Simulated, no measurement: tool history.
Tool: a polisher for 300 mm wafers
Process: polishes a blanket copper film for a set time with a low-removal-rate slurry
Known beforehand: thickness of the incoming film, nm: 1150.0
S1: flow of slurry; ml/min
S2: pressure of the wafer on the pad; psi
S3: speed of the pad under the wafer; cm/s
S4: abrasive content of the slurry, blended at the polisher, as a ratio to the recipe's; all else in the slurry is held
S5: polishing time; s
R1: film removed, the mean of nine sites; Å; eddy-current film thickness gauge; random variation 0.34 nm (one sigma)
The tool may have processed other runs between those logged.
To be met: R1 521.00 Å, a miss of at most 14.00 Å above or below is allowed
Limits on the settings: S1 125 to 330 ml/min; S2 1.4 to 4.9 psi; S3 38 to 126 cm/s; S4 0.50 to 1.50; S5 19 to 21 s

run 1 hour=0.0 | S1=210 S2=3.1 S3=82 S4=1.00 S5=21 | R1=455.95
run 2 hour=4.8 | S1=210 S2=3.1 S3=72 S4=1.00 S5=21 | R1=407.48
run 3 hour=9.8 | S1=215 S2=3.3 S3=72 S4=1.00 S5=21 | R1=435.10
run 4 hour=18.2 | S1=220 S2=3.4 S3=72 S4=1.00 S5=21 | R1=447.83
run 5 hour=19.3 | S1=185 S2=3.4 S3=72 S4=1.00 S5=21 | R1=439.60
run 6 hour=20.8 | S1=185 S2=3.4 S3=82 S4=1.00 S5=21 | R1=492.19
run 7 hour=29.6 | S1=190 S2=3.4 S3=82 S4=1.00 S5=21 | R1=493.19
run 8 hour=36.1 | S1=195 S2=3.4 S3=82 S4=1.00 S5=21 | R1=495.42
run 9 hour=44.0 | S1=200 S2=3.4 S3=82 S4=1.00 S5=21 | R1=493.18
run 10 hour=47.0 | S1=205 S2=3.4 S3=82 S4=1.00 S5=21 | R1=500.61
run 11 hour=51.2 | S1=210 S2=3.4 S3=82 S4=1.00 S5=21 | R1=498.57
run 12 hour=59.3 | S1=215 S2=3.4 S3=82 S4=1.00 S5=21 | R1=493.25

Which one of the following 4 next-run settings gets every result inside its allowed miss? There is exactly one.
run A hour=67.4 | S1=280 S2=3.8 S3=78 S4=0.65 S5=21 | R1=?
run B hour=67.4 | S1=190 S2=3.7 S3=76 S4=0.95 S5=21 | R1=?
run C hour=67.4 | S1=165 S2=3.5 S3=84 S4=1.05 S5=21 | R1=?
run D hour=67.4 | S1=235 S2=3.4 S3=76 S4=1.15 S5=19 | R1=?

move=A R1=473.10
move=B R1=489.80
move=C R1=513.11
move=D R1=442.34
A: its largest miss is bigger than the last run's
B: its largest miss is bigger than the last run's
C: in spec on every target
D: its largest miss is bigger than the last run's
The right move is C.

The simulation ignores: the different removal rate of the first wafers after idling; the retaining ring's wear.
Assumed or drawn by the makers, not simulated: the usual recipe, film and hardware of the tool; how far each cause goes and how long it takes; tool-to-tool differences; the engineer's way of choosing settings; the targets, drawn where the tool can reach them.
